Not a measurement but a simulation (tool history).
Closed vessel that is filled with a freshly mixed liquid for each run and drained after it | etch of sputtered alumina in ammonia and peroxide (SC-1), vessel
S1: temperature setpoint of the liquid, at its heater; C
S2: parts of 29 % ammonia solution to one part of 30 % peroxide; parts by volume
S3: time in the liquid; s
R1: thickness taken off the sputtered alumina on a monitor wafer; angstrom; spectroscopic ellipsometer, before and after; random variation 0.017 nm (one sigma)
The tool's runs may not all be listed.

{"run": 1, "day": 0.0, "S1": 59.0, "S2": 0.45, "S3": 190, "R1": 105.13}
{"run": 2, "day": 0.058, "S1": 59.0, "S2": 0.45, "S3": 125, "R1": 68.819}
{"run": 3, "day": 0.421, "S1": 59.0, "S2": 0.45, "S3": 190, "R1": 104.1}
{"run": 4, "day": 0.471, "S1": 59.0, "S2": 0.45, "S3": 190, "R1": 105.25}
{"run": 5, "day": 0.517, "S1": 57.0, "S2": 0.45, "S3": 190, "R1": 94.515}
{"run": 6, "day": 0.854, "S1": 57.0, "S2": 0.35, "S3": 190, "R1": 91.694}
{"run": 7, "day": 1.146, "S1": 55.0, "S2": 0.35, "S3": 190, "R1": 82.769}
{"run": 8, "day": 1.308, "S1": 53.5, "S2": 0.35, "S3": 190, "R1": 76.604}
{"run": 9, "day": 1.529, "S1": 52.5, "S2": 0.35, "S3": 190, "R1": 72.418}
{"run": 10, "day": 1.629, "S1": 51.5, "S2": 0.35, "S3": 190, "R1": 68.736}
{"run": 11, "day": 1.771, "S1": 50.5, "S2": 0.35, "S3": 190, "R1": 65.296}

The next listed run, before its measurement:
{"run": 12, "day": 2.029, "S1": 50.0, "S2": 0.35, "S3": 190, "R1": "?"}

{"run 12": {"R1": 63.484}}
